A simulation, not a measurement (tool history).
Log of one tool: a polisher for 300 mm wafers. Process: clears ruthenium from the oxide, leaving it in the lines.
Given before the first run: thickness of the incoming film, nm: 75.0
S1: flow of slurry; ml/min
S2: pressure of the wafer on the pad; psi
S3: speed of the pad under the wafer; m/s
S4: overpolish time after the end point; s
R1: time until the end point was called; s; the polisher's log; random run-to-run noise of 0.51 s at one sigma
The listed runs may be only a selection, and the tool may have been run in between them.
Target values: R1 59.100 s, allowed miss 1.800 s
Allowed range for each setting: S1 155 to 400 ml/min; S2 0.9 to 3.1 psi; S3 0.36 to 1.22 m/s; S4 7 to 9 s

run 1 hour=0.0 | S1=255 S2=2.0 S3=0.78 S4=9 | R1=85.577
run 2 hour=1.7 | S1=285 S2=2.0 S3=0.78 S4=9 | R1=87.072
run 3 hour=10.1 | S1=285 S2=2.0 S3=0.78 S4=7 | R1=85.918
run 4 hour=15.7 | S1=285 S2=2.2 S3=0.78 S4=7 | R1=78.365
run 5 hour=19.3 | S1=285 S2=2.3 S3=0.78 S4=7 | R1=75.211
run 6 hour=22.5 | S1=285 S2=2.3 S3=0.78 S4=7 | R1=74.763
run 7 hour=25.4 | S1=285 S2=2.4 S3=0.78 S4=7 | R1=72.845
run 8 hour=32.2 | S1=285 S2=2.5 S3=0.78 S4=7 | R1=69.306
run 9 hour=38.0 | S1=285 S2=2.6 S3=0.78 S4=7 | R1=68.145
run 10 hour=41.9 | S1=285 S2=2.7 S3=0.78 S4=7 | R1=64.238
run 11 hour=43.1 | S1=285 S2=2.8 S3=0.78 S4=7 | R1=62.758

Pick the move, out of 4, that brings all results within their allowed miss; only one does.
run A hour=44.3 | S1=325 S2=2.9 S3=0.74 S4=7 | R1=?
run B hour=44.3 | S1=345 S2=3.0 S3=0.76 S4=9 | R1=?
run C hour=44.3 | S1=260 S2=2.4 S3=0.92 S4=7 | R1=?
run D hour=44.3 | S1=275 S2=2.7 S3=0.80 S4=8 | R1=?

move=A R1=62.424
move=B R1=59.117
move=C R1=66.133
move=D R1=64.465
A: nearer than the last run, and not there yet
B: all results land within tolerance of their targets
C: further off than the last run
D: further off than the last run
B meets every target.
